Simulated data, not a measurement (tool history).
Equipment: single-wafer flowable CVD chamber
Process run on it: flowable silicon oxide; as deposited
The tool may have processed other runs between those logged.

| run | hour | heater temperature setpoint (°C) | chamber pressure (Torr) | RF power (W) | deposition time (s) | mean film thickness on the monitor wafer (nm) |
|---|---|---|---|---|---|---|
| 1 | 0 | 100 | 0.914 | 1690 | 444 | 295.14 |
| 2 | 1.5 | 93 | 0.914 | 1690 | 444 | 384.22 |
| 3 | 2.2 | 95 | 0.914 | 1690 | 444 | 355.87 |
| 4 | 4.8 | 95 | 0.914 | 1690 | 444 | 356.41 |
| 5 | 9.4 | 95 | 0.914 | 1880 | 444 | 360.64 |
| 6 | 14.3 | 97 | 0.914 | 1880 | 444 | 333.72 |
| 7 | 23.1 | 98 | 0.914 | 1880 | 444 | 322.65 |

Estimate the outcome of run 8 from the log above:
| 8 | 25.4 | 99 | 0.914 | 1880 | 444 | ? |

Run 8 yielded mean film thickness on the monitor wafer (nm) 311.33.

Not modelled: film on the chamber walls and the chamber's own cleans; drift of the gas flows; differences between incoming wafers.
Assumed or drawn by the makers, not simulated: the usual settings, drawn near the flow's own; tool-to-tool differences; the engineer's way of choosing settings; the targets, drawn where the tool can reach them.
